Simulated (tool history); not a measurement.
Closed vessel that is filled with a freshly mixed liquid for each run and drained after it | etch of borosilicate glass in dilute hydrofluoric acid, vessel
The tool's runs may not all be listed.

run,day,temperature setpoint of the liquid (°C),parts of water to one part of 49 % hydrofluoric acid (parts by volume),time in the liquid (s),thickness taken off the borosilicate glass on a monitor wafer (Å)
1,0,20,250,95,129.29
2,0.342,20,175,95,199.24
3,0.504,21.5,175,95,211.42
4,0.825,21.5,85,95,478.3
5,1.042,21.5,85,105,524.49
6,1.208,21.5,85,95,476.91
7,1.333,20.5,100,95,387.67
8,1.467,19.5,110,95,333.91
9,1.712,19,115,95,312.36
10,1.817,18.5,120,95,289.48

Forecast run 11:
11,2.196,18,120,95,?

{"run 11": {"thickness taken off the borosilicate glass on a monitor wafer (Å)": 282.84}}
